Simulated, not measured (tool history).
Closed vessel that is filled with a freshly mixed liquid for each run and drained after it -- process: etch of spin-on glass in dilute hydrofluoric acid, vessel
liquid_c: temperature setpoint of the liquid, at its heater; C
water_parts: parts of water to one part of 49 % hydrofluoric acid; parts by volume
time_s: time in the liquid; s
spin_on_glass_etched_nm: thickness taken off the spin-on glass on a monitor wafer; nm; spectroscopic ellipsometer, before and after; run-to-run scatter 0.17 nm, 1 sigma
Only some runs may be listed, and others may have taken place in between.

run  hour  liquid_c  water_parts  time_s  spin_on_glass_etched_nm
  1   0.0      26.0          240     185                   14.767
  2   5.3      27.5          240     185                   15.824
  3   6.2      26.0          240     185                   15.389
  4   7.7      26.0          240     200                   16.428
  5  16.0      26.5          240     200                   16.587
  6  22.3      26.5          190     200                   22.621

Expected results for the next run?
  7  23.1      24.5          190     200                        ?

{"run 7": {"spin_on_glass_etched_nm": 20.362}}
